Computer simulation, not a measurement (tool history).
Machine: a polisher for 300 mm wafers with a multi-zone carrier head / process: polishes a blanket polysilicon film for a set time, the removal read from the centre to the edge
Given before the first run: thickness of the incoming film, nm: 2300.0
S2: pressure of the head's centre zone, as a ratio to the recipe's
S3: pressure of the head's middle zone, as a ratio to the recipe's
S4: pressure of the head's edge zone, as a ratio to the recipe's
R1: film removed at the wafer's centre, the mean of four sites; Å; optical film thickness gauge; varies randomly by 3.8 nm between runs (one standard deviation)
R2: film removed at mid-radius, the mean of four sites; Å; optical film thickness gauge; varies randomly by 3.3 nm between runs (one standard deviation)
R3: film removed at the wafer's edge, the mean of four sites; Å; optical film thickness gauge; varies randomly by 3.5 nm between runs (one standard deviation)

{"run": 1, "hour": 0.0, "flow of slurry (ml/min)": 240, "S2": 1, "S3": 1, "S4": 1, "polishing time (s)": 45, "R1": 3639.5, "R2": 3736, "R3": 3713.1}
{"run": 2, "hour": 5.3, "flow of slurry (ml/min)": 240, "S2": 1.01, "S3": 0.99, "S4": 0.97, "polishing time (s)": 44, "R1": 3568.8, "R2": 3606.2, "R3": 3640.2}
{"run": 3, "hour": 7.6, "flow of slurry (ml/min)": 240, "S2": 1.04, "S3": 1.01, "S4": 0.96, "polishing time (s)": 42, "R1": 3513.6, "R2": 3508.6, "R3": 3370.3}
{"run": 4, "hour": 16.5, "flow of slurry (ml/min)": 210, "S2": 1.04, "S3": 1.01, "S4": 0.96, "polishing time (s)": 42, "R1": 3428.4, "R2": 3426.4, "R3": 3337.9}
{"run": 5, "hour": 22.8, "flow of slurry (ml/min)": 205, "S2": 1.05, "S3": 1.01, "S4": 0.94, "polishing time (s)": 42, "R1": 3499.3, "R2": 3471.3, "R3": 3342.6}
{"run": 6, "hour": 23.4, "flow of slurry (ml/min)": 170, "S2": 1.05, "S3": 1.01, "S4": 0.94, "polishing time (s)": 42, "R1": 3266.2, "R2": 3251.5, "R3": 3258.2}
{"run": 7, "hour": 25.3, "flow of slurry (ml/min)": 175, "S2": 1.06, "S3": 1.01, "S4": 0.93, "polishing time (s)": 42, "R1": 3377.5, "R2": 3331.3, "R3": 3274.8}

Run 8 comes next. What will it give?
{"run": 8, "hour": 33.1, "flow of slurry (ml/min)": 175, "S2": 1.07, "S3": 1.01, "S4": 0.92, "polishing time (s)": 41, "R1": "?", "R2": "?", "R3": "?"}

{"run 8": {"R1": 3353.6, "R2": 3258.3, "R3": 3151.1}}

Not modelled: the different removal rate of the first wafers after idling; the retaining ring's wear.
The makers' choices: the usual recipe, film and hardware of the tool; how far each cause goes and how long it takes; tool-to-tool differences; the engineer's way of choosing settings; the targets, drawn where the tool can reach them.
